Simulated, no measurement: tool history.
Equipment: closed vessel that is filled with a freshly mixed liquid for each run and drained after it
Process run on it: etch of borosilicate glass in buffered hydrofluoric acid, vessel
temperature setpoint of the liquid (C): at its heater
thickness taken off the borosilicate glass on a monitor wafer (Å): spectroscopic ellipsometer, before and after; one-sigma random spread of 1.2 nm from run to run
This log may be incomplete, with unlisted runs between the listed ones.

run	hour	temperature setpoint of the liquid (C)	parts of 40 % ammonium fluoride to one part of 49 % hydrofluoric acid (parts by volume)	time in the liquid (s)	thickness taken off the borosilicate glass on a monitor wafer (Å)
1	0	20	14.5	135	922.94
2	4.6	17	14.5	135	779.29
3	9.2	17	14.5	145	818.14
4	17	17	17.5	145	679.98
5	23.7	17	14.5	145	817.79
6	27.8	17	14.5	135	759.25
7	29.7	19	14.5	135	879.68
8	33.1	20	14.5	135	917.49
9	39.3	21	14.5	135	961.17
10	40.5	22	14.5	135	1021
11	48.5	22.5	14.5	135	1048.6
12	54.9	23	14.5	135	1073.5

Expected results for the next run?
13	59.3	23.5	14.5	135	?

Run 13 measured thickness taken off the borosilicate glass on a monitor wafer (Å) 1095.4.
